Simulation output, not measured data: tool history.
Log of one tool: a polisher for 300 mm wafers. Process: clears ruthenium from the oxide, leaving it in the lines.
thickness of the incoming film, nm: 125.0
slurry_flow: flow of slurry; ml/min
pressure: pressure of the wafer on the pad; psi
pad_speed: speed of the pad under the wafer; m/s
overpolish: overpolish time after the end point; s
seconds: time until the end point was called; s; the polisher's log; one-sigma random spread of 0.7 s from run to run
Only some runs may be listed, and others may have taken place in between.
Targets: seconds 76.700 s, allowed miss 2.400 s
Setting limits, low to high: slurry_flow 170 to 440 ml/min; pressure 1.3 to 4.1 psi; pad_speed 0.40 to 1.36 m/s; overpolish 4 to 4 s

run	hour	slurry_flow	pressure	pad_speed	overpolish	seconds
1	0.0	280	2.7	0.88	4	90.153
2	2.2	280	2.8	0.88	4	86.074
3	7.6	280	2.8	0.70	4	98.792
4	14.2	280	2.8	0.70	4	98.462
5	14.8	215	2.8	0.70	4	100.840
6	21.1	215	2.8	0.70	4	100.960
7	26.0	215	3.0	0.70	4	95.811
8	33.9	220	3.2	0.70	4	90.070
9	35.7	220	3.4	0.70	4	87.210
10	39.3	220	3.5	0.70	4	83.528
11	44.6	220	3.5	0.70	4	84.164
12	51.8	220	3.6	0.70	4	82.938
13	56.7	220	3.7	0.70	4	79.718

Which one of the following 5 next-run settings gets every result inside its allowed miss? There is exactly one.
A	61.6	215	3.5	0.66	4	?
B	61.6	170	4.0	0.64	4	?
C	61.6	200	3.9	0.58	4	?
D	61.6	255	3.6	0.76	4	?
E	61.6	230	3.9	0.76	4	?

move	seconds
A	86.853
B	81.543
C	85.438
D	76.832
E	72.581
A: the biggest miss grows against the last run
B: the biggest miss grows against the last run
C: the biggest miss grows against the last run
D: every result within its allowed miss
E: takes the biggest miss from the last run beyond its target
The right move is D.
